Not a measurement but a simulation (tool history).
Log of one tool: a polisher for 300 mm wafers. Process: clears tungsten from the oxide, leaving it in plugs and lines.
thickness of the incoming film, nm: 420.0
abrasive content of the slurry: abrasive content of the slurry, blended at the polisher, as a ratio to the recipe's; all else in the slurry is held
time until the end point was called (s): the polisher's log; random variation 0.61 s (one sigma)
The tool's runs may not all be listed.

run    day  flow of slurry (ml/min)  pressure of the wafer on the pad (kPa)  speed of the pad under the wafer (m/s)  abrasive content of the slurry  overpolish time after the end point (s)  time until the end point was called (s)
  1  0.000                      260                                    23.4                                    1.18                             1.0                                        9                                   90.225
  2  0.283                      260                                    23.4                                    1.32                             1.0                                        9                                   80.996
  3  0.633                      260                                    23.4                                    1.32                             1.2                                        9                                   78.276
  4  0.933                      260                                    23.4                                    1.32                             1.2                                        9                                   76.909
  5  1.292                      315                                    23.4                                    1.32                             1.2                                        9                                   75.349
     1.400  -- slurry tank refilled with fresh slurry and peroxide
  6  1.400                      315                                    23.4                                    1.32                             1.2                                        9                                   68.771
  7  1.575                      335                                    25.5                                    1.32                             1.2                                        9                                   62.389
  8  1.712                      345                                    26.9                                    1.32                             1.2                                        9                                   57.129
  9  1.825                      355                                    28.3                                    1.32                             1.2                                        9                                   56.806
 10  2.100                      360                                    29.6                                    1.32                             1.2                                        9                                   53.403

The next listed run, before its measurement:
 11  2.133                      365                                    31.0                                    1.32                             1.2                                        9                                        ?

time until the end point was called (s): 51.414
